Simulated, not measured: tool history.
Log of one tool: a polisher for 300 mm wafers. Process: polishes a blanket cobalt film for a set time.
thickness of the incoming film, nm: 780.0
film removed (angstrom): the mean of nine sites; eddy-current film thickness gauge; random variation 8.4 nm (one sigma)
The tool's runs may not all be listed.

run,hour,flow of slurry (ml/min),pressure of the wafer on the pad (psi),speed of the pad under the wafer (m/s),polishing time (s),film removed (angstrom)
1,0,240,2.3,0.84,80,3976.8
2,1.5,240,2.6,0.84,80,4528.2
3,2.7,285,2.6,0.84,80,4555.3
4,8.4,285,2.6,0.84,80,4613.3
5,14.6,285,2.8,0.84,80,4838.7
6,17.7,285,2.4,0.84,80,4272.6

The next listed run, before its measurement:
7,18.8,285,3,0.88,80,?

Run 7 gave film removed (angstrom) 5396.6.
